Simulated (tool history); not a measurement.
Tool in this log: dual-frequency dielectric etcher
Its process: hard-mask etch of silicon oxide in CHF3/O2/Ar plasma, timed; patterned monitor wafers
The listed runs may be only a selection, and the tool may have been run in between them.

run  hour  source power (kW)  bias power (kW)  etch time (s)  mean etch depth across the wafer (nm)
  1     0               0.87            0.227             33                                 85.167
  2   5.1               0.98            0.227             33                                 87.125
  3   9.9               0.98            0.227             34                                 90.526
  4  16.9               0.98            0.191             34                                 83.488
  5  25.5               0.93            0.183             34                                 81.638
  6  34.4               0.93             0.21             34                                 85.175

For run 7, what comes out?
  7  38.7               0.87            0.203             34                                      ?

Run 7 produced mean etch depth across the wafer (nm) 83.536.
